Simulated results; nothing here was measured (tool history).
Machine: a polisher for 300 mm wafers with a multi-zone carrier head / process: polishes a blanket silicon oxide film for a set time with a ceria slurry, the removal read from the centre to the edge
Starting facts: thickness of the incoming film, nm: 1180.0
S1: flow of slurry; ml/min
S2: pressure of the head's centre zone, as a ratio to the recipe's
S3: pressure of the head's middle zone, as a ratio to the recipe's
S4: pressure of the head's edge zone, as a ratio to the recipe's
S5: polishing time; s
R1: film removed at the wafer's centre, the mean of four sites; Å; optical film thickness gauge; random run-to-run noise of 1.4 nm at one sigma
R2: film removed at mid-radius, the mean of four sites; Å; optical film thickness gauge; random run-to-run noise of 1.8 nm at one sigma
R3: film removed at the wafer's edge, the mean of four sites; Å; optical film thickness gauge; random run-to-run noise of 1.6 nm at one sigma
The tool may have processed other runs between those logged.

run 1 day=0.000 | S1=245 S2=1.00 S3=1.00 S4=1.00 S5=74 | R1=1869.8 R2=2037.8 R3=2072.1
run 2 day=0.279 | S1=240 S2=0.97 S3=1.01 S4=0.98 S5=67 | R1=1602.7 R2=1889.7 R3=1838.5
run 3 day=0.450 | S1=240 S2=0.97 S3=1.06 S4=0.98 S5=67 | R1=1642.0 R2=1933.8 R3=1910.7
run 4 day=0.758 | S1=240 S2=0.97 S3=1.13 S4=0.98 S5=67 | R1=1654.1 R2=2090.5 R3=1849.9
run 5 day=1.054 | S1=240 S2=0.95 S3=1.12 S4=0.97 S5=62 | R1=1459.5 R2=1872.1 R3=1723.2
run 6 day=1.208 | S1=240 S2=0.95 S3=1.16 S4=0.97 S5=62 | R1=1453.8 R2=1975.1 R3=1696.7
run 7 day=1.246 | S1=240 S2=0.94 S3=1.14 S4=0.95 S5=58 | R1=1383.4 R2=1749.3 R3=1600.4
-- day=1.504 centre zone pressure recalibrated
run 8 day=1.504 | S1=235 S2=0.91 S3=1.15 S4=0.93 S5=56 | R1=1426.2 R2=1726.6 R3=1522.1
run 9 day=1.817 | S1=235 S2=0.91 S3=1.15 S4=0.95 S5=53 | R1=1361.1 R2=1649.3 R3=1466.8

What does the tool deliver on the next run?
run 10 day=2.058 | S1=250 S2=0.93 S3=1.15 S4=0.99 S5=49 | R1=? R2=? R3=?

R1: 1249.5 Å
R2: 1515.0 Å
R3: 1391.3 Å
